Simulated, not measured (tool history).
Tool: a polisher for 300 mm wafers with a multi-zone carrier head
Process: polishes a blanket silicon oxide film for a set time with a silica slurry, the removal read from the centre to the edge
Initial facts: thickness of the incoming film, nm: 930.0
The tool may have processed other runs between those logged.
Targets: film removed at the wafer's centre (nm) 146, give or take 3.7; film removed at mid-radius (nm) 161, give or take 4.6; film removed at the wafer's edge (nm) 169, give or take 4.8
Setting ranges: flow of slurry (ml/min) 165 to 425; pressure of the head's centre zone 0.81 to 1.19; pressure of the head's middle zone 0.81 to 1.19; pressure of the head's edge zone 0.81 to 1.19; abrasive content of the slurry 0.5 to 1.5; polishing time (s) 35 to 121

run	hour	flow of slurry (ml/min)	pressure of the head's centre zone	pressure of the head's middle zone	pressure of the head's edge zone	abrasive content of the slurry	polishing time (s)	film removed at the wafer's centre (nm)	film removed at mid-radius (nm)	film removed at the wafer's edge (nm)
1	0	275	1	1	1	1	78	149.1	146	145.46
2	7.6	290	0.98	1.01	1.06	1	78	146.68	145.21	151.52
3	10.4	305	0.97	1.04	1.09	1	78	145.52	151.55	155.23
4	18.8	320	0.96	1.05	1.12	1	78	146.04	155.22	157.49
5	21.8	275	0.96	1.05	1.12	1	78	144.55	151.31	153.84
6	23.1	275	0.96	1.05	1.17	1	78	143.59	150.33	157.92
7	31.8	295	0.95	1.05	1.18	1	78	143.02	151.29	160.98
8	35.1	295	0.95	1.05	1.18	1	78	140.43	153.63	160.3
9	39	310	0.95	1.05	1.18	1	78	142.73	153.68	162.14
10	47.8	325	0.95	1.05	1.18	1	78	144.7	155.4	163.03
11	53.5	335	0.94	1.05	1.18	1	78	142.62	154.11	162.23

Below are 5 possible settings for the next run. Only one of them brings all results inside the allowed miss of their targets. Which is it?
A	59.2	390	0.92	1.05	1.19	0.8	89	?	?	?
B	59.2	370	0.9	1.11	1.19	1	78	?	?	?
C	59.2	340	0.93	0.98	1.19	0.95	81	?	?	?
D	59.2	325	0.89	1.11	1.14	1.25	73	?	?	?
E	59.2	425	0.9	1.12	1.11	0.75	87	?	?	?

move	film removed at the wafer's centre (nm)	film removed at mid-radius (nm)	film removed at the wafer's edge (nm)
A	146.93	161.3	168.07
B	138.26	161.71	161.66
C	143.83	148.71	163.62
D	138.06	163.46	160.21
E	137.49	161.75	154.52
A: meets every target
B: puts the biggest miss on target and leaves a different result outside tolerance
C: lands further from the targets than the last run did
D: puts the biggest miss on target and leaves a different result outside tolerance
E: puts the biggest miss on target and leaves a different result outside tolerance
Go with A: it meets all targets.
